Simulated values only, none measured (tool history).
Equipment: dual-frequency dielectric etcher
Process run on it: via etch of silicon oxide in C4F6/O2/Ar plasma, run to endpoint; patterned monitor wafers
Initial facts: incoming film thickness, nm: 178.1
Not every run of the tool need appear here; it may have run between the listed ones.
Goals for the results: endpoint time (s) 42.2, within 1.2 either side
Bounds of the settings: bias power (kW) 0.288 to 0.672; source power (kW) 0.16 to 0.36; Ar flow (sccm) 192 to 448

{"run": 1, "day": 0.0, "bias power (kW)": 0.48, "source power (kW)": 0.26, "Ar flow (sccm)": 320, "endpoint time (s)": 47.427}
{"run": 2, "day": 0.042, "bias power (kW)": 0.501, "source power (kW)": 0.26, "Ar flow (sccm)": 318, "endpoint time (s)": 47.361}
{"run": 3, "day": 0.404, "bias power (kW)": 0.501, "source power (kW)": 0.28, "Ar flow (sccm)": 318, "endpoint time (s)": 45.625}
{"run": 4, "day": 0.604, "bias power (kW)": 0.501, "source power (kW)": 0.28, "Ar flow (sccm)": 340, "endpoint time (s)": 45.927}
{"run": 5, "day": 0.892, "bias power (kW)": 0.517, "source power (kW)": 0.28, "Ar flow (sccm)": 339, "endpoint time (s)": 45.237}
{"run": 6, "day": 1.162, "bias power (kW)": 0.488, "source power (kW)": 0.28, "Ar flow (sccm)": 339, "endpoint time (s)": 46.242}
{"run": 7, "day": 1.504, "bias power (kW)": 0.505, "source power (kW)": 0.28, "Ar flow (sccm)": 338, "endpoint time (s)": 45.462}
{"run": 8, "day": 1.842, "bias power (kW)": 0.519, "source power (kW)": 0.28, "Ar flow (sccm)": 338, "endpoint time (s)": 45.714}

Exercise: of the 5 proposed moves below, exactly one satisfies all targets within the stated allowed misses. Which move is it?
{"run": "A", "day": 2.179, "bias power (kW)": 0.566, "source power (kW)": 0.34, "Ar flow (sccm)": 401, "endpoint time (s)": "?"}
{"run": "B", "day": 2.179, "bias power (kW)": 0.479, "source power (kW)": 0.22, "Ar flow (sccm)": 388, "endpoint time (s)": "?"}
{"run": "C", "day": 2.179, "bias power (kW)": 0.628, "source power (kW)": 0.36, "Ar flow (sccm)": 302, "endpoint time (s)": "?"}
{"run": "D", "day": 2.179, "bias power (kW)": 0.466, "source power (kW)": 0.22, "Ar flow (sccm)": 346, "endpoint time (s)": "?"}
{"run": "E", "day": 2.179, "bias power (kW)": 0.408, "source power (kW)": 0.24, "Ar flow (sccm)": 340, "endpoint time (s)": "?"}

move=A endpoint_time_(s)=42.688
move=B endpoint_time_(s)=51.747
move=C endpoint_time_(s)=39.332
move=D endpoint_time_(s)=51.505
move=E endpoint_time_(s)=51.79
A: each result inside its tolerance
B: its largest miss is bigger than the last run's
C: takes the biggest miss from the last run beyond its target
D: its largest miss is bigger than the last run's
E: its largest miss is bigger than the last run's
The right move is A.
